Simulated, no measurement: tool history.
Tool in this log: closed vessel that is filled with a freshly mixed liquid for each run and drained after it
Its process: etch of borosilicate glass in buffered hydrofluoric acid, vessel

run,hour,temperature setpoint of the liquid (°C),parts of 40 % ammonium fluoride to one part of 49 % hydrofluoric acid (parts by volume),time in the liquid (s),thickness taken off the borosilicate glass on a monitor wafer (Å)
1,0.0,21.0,13.0,35,274.74
2,7.3,21.0,11.5,35,312.84
3,8.9,21.0,11.5,30,268.50
4,17.0,23.0,11.5,30,297.97
5,20.7,24.5,11.5,30,320.57
6,28.4,23.0,11.5,30,299.08
7,29.7,24.5,11.5,30,322.42
8,30.9,25.5,11.5,30,343.45

For run 9, what comes out?
9,35.2,26.0,11.5,30,?

Run 9 came out at thickness taken off the borosilicate glass on a monitor wafer (Å) 350.18.
